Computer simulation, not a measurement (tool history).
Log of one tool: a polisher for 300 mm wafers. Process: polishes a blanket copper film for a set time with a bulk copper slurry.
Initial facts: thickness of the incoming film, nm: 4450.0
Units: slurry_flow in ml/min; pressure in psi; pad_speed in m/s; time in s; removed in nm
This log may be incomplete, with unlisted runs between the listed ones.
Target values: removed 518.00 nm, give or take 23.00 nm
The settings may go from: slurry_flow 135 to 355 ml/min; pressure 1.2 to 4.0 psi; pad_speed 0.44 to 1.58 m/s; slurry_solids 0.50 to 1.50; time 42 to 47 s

run,hour,slurry_flow,pressure,pad_speed,slurry_solids,time,removed
1,0.0,225,2.6,1.00,1.00,47,366.16
2,5.2,255,2.6,1.00,1.00,47,362.85
3,9.4,255,2.8,1.00,1.00,47,381.24
4,10.0,255,2.3,1.00,1.00,47,336.40
5,14.8,255,2.7,1.00,1.00,47,373.36
6,17.6,255,2.7,1.00,1.00,42,335.63
7,26.3,255,3.0,1.04,1.00,42,373.99
8,27.5,255,3.2,1.08,1.00,42,412.70
9,29.9,255,3.4,1.10,1.00,42,430.30
10,32.8,255,3.5,1.12,1.00,42,436.74
11,36.6,255,3.6,1.14,1.00,42,454.85
12,37.2,255,3.6,1.14,1.00,42,455.94

Which single option among these 5 for the next run brings every result within its allowed miss of target? Just one does.
A,37.8,335,3.6,1.02,0.50,43,?
B,37.8,240,3.5,1.14,0.90,44,?
C,37.8,280,3.6,1.06,1.00,42,?
D,37.8,270,3.5,1.16,0.95,42,?
E,37.8,195,3.7,1.14,1.05,47,?

move,removed
A,394.41
B,461.95
C,437.86
D,457.35
E,514.68
A: misses by more than the last run did
B: moves toward the targets from the last run without getting all of them in spec
C: misses by more than the last run did
D: neither nearer nor further off than the last run
E: hits every target within its allowed miss
E is the move that brings every result within its allowed miss.
